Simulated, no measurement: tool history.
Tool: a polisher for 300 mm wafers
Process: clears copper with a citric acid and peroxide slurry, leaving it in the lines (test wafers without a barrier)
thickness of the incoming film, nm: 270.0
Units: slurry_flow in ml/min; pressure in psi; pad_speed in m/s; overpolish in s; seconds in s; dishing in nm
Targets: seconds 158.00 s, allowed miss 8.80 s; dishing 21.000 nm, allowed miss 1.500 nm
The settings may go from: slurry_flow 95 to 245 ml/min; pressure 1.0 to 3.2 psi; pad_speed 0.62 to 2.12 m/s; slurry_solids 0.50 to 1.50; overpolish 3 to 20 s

Run 1, hour 0.0: slurry_flow 155 ml/min, pressure 2.1 psi, pad_speed 1.36 m/s, slurry_solids 1.00, overpolish 10 s. Result: seconds 114.27 s, dishing 17.784 nm.
Run 2, hour 8.1: slurry_flow 155 ml/min, pressure 1.7 psi, pad_speed 1.36 m/s, slurry_solids 1.00, overpolish 10 s. Result: seconds 141.96 s, dishing 14.611 nm.
Run 3, hour 14.3: slurry_flow 155 ml/min, pressure 1.7 psi, pad_speed 1.36 m/s, slurry_solids 1.00, overpolish 14 s. Result: seconds 141.03 s, dishing 20.136 nm.
Run 4, hour 15.4: slurry_flow 155 ml/min, pressure 1.7 psi, pad_speed 1.60 m/s, slurry_solids 1.00, overpolish 14 s. Result: seconds 122.25 s, dishing 21.862 nm.
Run 5, hour 23.1: slurry_flow 155 ml/min, pressure 1.7 psi, pad_speed 1.60 m/s, slurry_solids 1.00, overpolish 10 s. Result: seconds 121.19 s, dishing 16.013 nm.
Run 6, hour 31.1: slurry_flow 155 ml/min, pressure 1.6 psi, pad_speed 1.56 m/s, slurry_solids 1.00, overpolish 11 s. Result: seconds 128.96 s, dishing 16.424 nm.
Run 7, hour 32.9: slurry_flow 145 ml/min, pressure 1.1 psi, pad_speed 1.52 m/s, slurry_solids 1.00, overpolish 16 s. Result: seconds 192.03 s, dishing 16.520 nm.
Run 8, hour 34.0: slurry_flow 155 ml/min, pressure 1.2 psi, pad_speed 1.52 m/s, slurry_solids 1.00, overpolish 16 s. Result: seconds 177.33 s, dishing 16.757 nm.
Run 9, hour 38.1: slurry_flow 155 ml/min, pressure 1.3 psi, pad_speed 1.52 m/s, slurry_solids 1.00, overpolish 16 s. Result: seconds 164.06 s, dishing 18.409 nm.

4 next moves are on the table. One of them brings every result within its allowed miss. Which?
Run A, hour 42.2: slurry_flow 180 ml/min, pressure 1.2 psi, pad_speed 1.76 m/s, slurry_solids 0.95, overpolish 13 s. Result: seconds ?, dishing ?.
Run B, hour 42.2: slurry_flow 120 ml/min, pressure 1.4 psi, pad_speed 1.70 m/s, slurry_solids 0.70, overpolish 20 s. Result: seconds ?, dishing ?.
Run C, hour 42.2: slurry_flow 165 ml/min, pressure 1.2 psi, pad_speed 1.76 m/s, slurry_solids 0.90, overpolish 20 s. Result: seconds ?, dishing ?.
Run D, hour 42.2: slurry_flow 190 ml/min, pressure 1.4 psi, pad_speed 1.46 m/s, slurry_solids 0.80, overpolish 18 s. Result: seconds ?, dishing ?.

move  seconds  dishing
   A   153.52   16.775
   B   157.00   24.407
   C   157.41   24.181
   D   162.16   21.590
A: further off than the last run
B: takes the result that was furthest off past its target
C: takes the result that was furthest off past its target
D: meets every target
The right move is D.
